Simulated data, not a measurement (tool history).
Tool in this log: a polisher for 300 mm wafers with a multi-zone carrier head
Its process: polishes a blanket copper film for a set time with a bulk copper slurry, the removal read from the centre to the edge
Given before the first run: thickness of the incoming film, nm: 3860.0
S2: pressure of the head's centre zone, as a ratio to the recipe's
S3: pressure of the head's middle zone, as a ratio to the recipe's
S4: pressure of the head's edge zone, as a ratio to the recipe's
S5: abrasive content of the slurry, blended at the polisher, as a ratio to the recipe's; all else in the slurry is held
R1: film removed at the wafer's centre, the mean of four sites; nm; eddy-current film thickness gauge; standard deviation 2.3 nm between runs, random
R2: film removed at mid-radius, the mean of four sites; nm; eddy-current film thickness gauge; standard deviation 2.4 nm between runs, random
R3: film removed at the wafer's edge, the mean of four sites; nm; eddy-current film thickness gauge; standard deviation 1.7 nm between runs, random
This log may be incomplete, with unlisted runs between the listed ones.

run 1 hour=0 | flow_of_slurry_(ml/min)=260 S2=1 S3=1 S4=1 S5=1 polishing_time_(s)=31 | R1=309.54 R2=317.23 R3=310.63
run 2 hour=0.6 | flow_of_slurry_(ml/min)=260 S2=0.94 S3=1 S4=1 S5=1 polishing_time_(s)=31 | R1=293.22 R2=316.6 R3=303.89
run 3 hour=9.5 | flow_of_slurry_(ml/min)=255 S2=0.92 S3=0.97 S4=0.97 S5=0.9 polishing_time_(s)=31 | R1=269.81 R2=302.06 R3=290.37
run 4 hour=13.1 | flow_of_slurry_(ml/min)=255 S2=0.92 S3=0.97 S4=0.97 S5=0.7 polishing_time_(s)=31 | R1=249.39 R2=273.97 R3=264.18
run 5 hour=13.8 | flow_of_slurry_(ml/min)=250 S2=0.92 S3=0.95 S4=0.95 S5=0.7 polishing_time_(s)=31 | R1=249.22 R2=270.2 R3=265.9
run 6 hour=14.4 | flow_of_slurry_(ml/min)=250 S2=0.92 S3=0.95 S4=0.95 S5=0.7 polishing_time_(s)=37 | R1=297.22 R2=327.98 R3=313.81
run 7 hour=19.6 | flow_of_slurry_(ml/min)=250 S2=0.92 S3=0.93 S4=0.93 S5=0.65 polishing_time_(s)=36 | R1=284.49 R2=305.45 R3=294.3

Predict the results of run 8:
run 8 hour=26.9 | flow_of_slurry_(ml/min)=245 S2=0.91 S3=0.91 S4=0.91 S5=0.6 polishing_time_(s)=36 | R1=? R2=? R3=?

{"run 8": {"R1": 269.6, "R2": 289.28, "R3": 282.82}}
